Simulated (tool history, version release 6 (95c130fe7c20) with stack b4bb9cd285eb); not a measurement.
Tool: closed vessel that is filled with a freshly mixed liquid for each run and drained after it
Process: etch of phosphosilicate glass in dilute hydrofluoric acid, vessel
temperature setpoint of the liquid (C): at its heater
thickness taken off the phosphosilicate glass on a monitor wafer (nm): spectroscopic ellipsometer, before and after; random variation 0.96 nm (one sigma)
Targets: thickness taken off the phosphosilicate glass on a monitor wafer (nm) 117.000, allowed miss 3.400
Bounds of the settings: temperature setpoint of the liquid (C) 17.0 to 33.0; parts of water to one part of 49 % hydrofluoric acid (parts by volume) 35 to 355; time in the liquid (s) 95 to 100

| run | day | temperature setpoint of the liquid (C) | parts of water to one part of 49 % hydrofluoric acid (parts by volume) | time in the liquid (s) | thickness taken off the phosphosilicate glass on a monitor wafer (nm) |
|---|---|---|---|---|---|
| 1 | 0.000 | 25.0 | 195 | 95 | 52.404 |
| 2 | 0.112 | 27.5 | 170 | 95 | 67.146 |
| 3 | 0.171 | 26.0 | 170 | 95 | 62.955 |
| 4 | 0.288 | 23.0 | 170 | 95 | 56.374 |
| 5 | 0.429 | 23.0 | 145 | 95 | 67.988 |
| 6 | 0.612 | 21.5 | 145 | 95 | 64.934 |
| 7 | 0.754 | 21.5 | 145 | 95 | 64.381 |
| 8 | 0.925 | 24.5 | 135 | 95 | 78.382 |
| 9 | 1.021 | 27.0 | 130 | 95 | 91.002 |
|  | 1.300 | thermometer replaced |
| 10 | 1.300 | 28.5 | 130 | 95 | 88.379 |
| 11 | 1.429 | 29.5 | 120 | 95 | 102.710 |
| 12 | 1.771 | 30.5 | 120 | 95 | 107.070 |
| 13 | 1.962 | 31.0 | 120 | 95 | 107.700 |
| 14 | 2.304 | 31.5 | 120 | 95 | 110.580 |
| 15 | 2.383 | 32.0 | 120 | 95 | 111.310 |

4 next moves are on the table. One of them brings every result within its allowed miss. Which?
| A | 2.462 | 32.0 | 115 | 100 | ? |
| B | 2.462 | 31.5 | 120 | 100 | ? |
| C | 2.462 | 33.0 | 120 | 100 | ? |
| D | 2.462 | 33.0 | 135 | 100 | ? |

| move | thickness taken off the phosphosilicate glass on a monitor wafer (nm) |
|---|---|
| A | 124.030 |
| B | 115.890 |
| C | 122.330 |
| D | 106.400 |
A: takes the result that was furthest off past its target
B: meets every target
C: takes the result that was furthest off past its target
D: further off than the last run
Answer: B
